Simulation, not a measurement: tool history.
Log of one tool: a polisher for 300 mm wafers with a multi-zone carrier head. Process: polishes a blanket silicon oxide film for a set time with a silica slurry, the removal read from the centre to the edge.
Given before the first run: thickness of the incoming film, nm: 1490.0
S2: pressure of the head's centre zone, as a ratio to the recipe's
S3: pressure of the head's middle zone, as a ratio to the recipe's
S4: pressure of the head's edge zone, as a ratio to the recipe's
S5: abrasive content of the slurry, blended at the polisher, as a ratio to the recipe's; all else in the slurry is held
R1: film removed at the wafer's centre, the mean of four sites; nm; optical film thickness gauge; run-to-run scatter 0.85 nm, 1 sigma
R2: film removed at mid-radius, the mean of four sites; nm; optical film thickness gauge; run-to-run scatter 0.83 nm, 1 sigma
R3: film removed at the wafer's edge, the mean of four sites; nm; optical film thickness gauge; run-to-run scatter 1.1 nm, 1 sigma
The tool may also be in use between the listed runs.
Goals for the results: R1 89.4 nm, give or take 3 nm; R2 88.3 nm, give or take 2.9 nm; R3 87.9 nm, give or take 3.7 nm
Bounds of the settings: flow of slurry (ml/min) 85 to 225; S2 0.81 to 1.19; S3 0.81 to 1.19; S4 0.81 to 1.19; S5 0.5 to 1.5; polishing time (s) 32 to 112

Run 1, hour 0: flow of slurry (ml/min) 145, S2 1, S3 1, S4 1, S5 1, polishing time (s) 72. Result: R1 152.07 nm, R2 153.91 nm, R3 161.38 nm.
Run 2, hour 1.4: flow of slurry (ml/min) 145, S2 1, S3 0.99, S4 0.97, S5 0.9, polishing time (s) 68. Result: R1 137.36 nm, R2 137.17 nm, R3 145.44 nm.
Run 3, hour 4.5: flow of slurry (ml/min) 145, S2 1, S3 1.05, S4 0.97, S5 0.9, polishing time (s) 68. Result: R1 137.48 nm, R2 144.78 nm, R3 140.77 nm.
Run 4, hour 8.5: flow of slurry (ml/min) 145, S2 1, S3 1.05, S4 0.97, S5 0.9, polishing time (s) 83. Result: R1 166.9 nm, R2 176.21 nm, R3 172.7 nm.
Run 5, hour 9.7: flow of slurry (ml/min) 145, S2 1, S3 1.05, S4 0.89, S5 0.9, polishing time (s) 83. Result: R1 166.69 nm, R2 176.33 nm, R3 172.4 nm.
At hour 14.7: slurry nozzle cleaned.
Run 6, hour 14.7: flow of slurry (ml/min) 145, S2 1.01, S3 1.04, S4 0.89, S5 0.8, polishing time (s) 76. Result: R1 163.2 nm, R2 166.13 nm, R3 156.46 nm.
Run 7, hour 15.8: flow of slurry (ml/min) 145, S2 1, S3 1.03, S4 0.92, S5 0.8, polishing time (s) 67. Result: R1 144.73 nm, R2 144.39 nm, R3 136.9 nm.
Run 8, hour 22.9: flow of slurry (ml/min) 140, S2 0.98, S3 1.02, S4 0.95, S5 0.75, polishing time (s) 61. Result: R1 124.62 nm, R2 125.92 nm, R3 124.9 nm.
Run 9, hour 29.7: flow of slurry (ml/min) 140, S2 0.98, S3 1.02, S4 0.97, S5 0.7, polishing time (s) 56. Result: R1 109.94 nm, R2 114.06 nm, R3 114.73 nm.
Run 10, hour 36.1: flow of slurry (ml/min) 140, S2 0.99, S3 1.02, S4 0.98, S5 0.65, polishing time (s) 53. Result: R1 102.3 nm, R2 103.07 nm, R3 106.39 nm.
Run 11, hour 40.5: flow of slurry (ml/min) 105, S2 0.99, S3 0.99, S4 0.88, S5 0.5, polishing time (s) 51. Result: R1 83.615 nm, R2 84.324 nm, R3 83.565 nm.
Run 12, hour 46.8: flow of slurry (ml/min) 110, S2 0.99, S3 0.99, S4 0.88, S5 0.5, polishing time (s) 51. Result: R1 85.12 nm, R2 85.568 nm, R3 85.255 nm.
Run 13, hour 50.5: flow of slurry (ml/min) 115, S2 0.99, S3 0.99, S4 0.88, S5 0.5, polishing time (s) 51. Result: R1 85.719 nm, R2 84.871 nm, R3 84.743 nm.
Run 14, hour 55.8: flow of slurry (ml/min) 115, S2 0.99, S3 0.99, S4 0.88, S5 0.5, polishing time (s) 51. Result: R1 85.625 nm, R2 86.905 nm, R3 85.787 nm.

Which one of the following 4 next-run settings gets every result inside its allowed miss? There is exactly one.
Run A, hour 61.1: flow of slurry (ml/min) 155, S2 0.86, S3 1.01, S4 1, S5 0.6, polishing time (s) 46. Result: R1 ?, R2 ?, R3 ?.
Run B, hour 61.1: flow of slurry (ml/min) 145, S2 1.06, S3 0.95, S4 0.94, S5 0.55, polishing time (s) 46. Result: R1 ?, R2 ?, R3 ?.
Run C, hour 61.1: flow of slurry (ml/min) 110, S2 1.01, S3 0.98, S4 0.86, S5 0.5, polishing time (s) 53. Result: R1 ?, R2 ?, R3 ?.
Run D, hour 61.1: flow of slurry (ml/min) 115, S2 0.96, S3 1.03, S4 0.84, S5 0.5, polishing time (s) 49. Result: R1 ?, R2 ?, R3 ?.

move      R1      R2      R3
   A  81.141  90.004  91.394
   B   88.88  81.798  85.333
   C  89.552  88.107  87.459
   D  81.075  85.883  80.551
A: lands further from the targets than the last run did
B: the worst result of the last run now meets its target, but another is out of spec
C: every result within its allowed miss
D: lands further from the targets than the last run did
The move that meets every target is C.
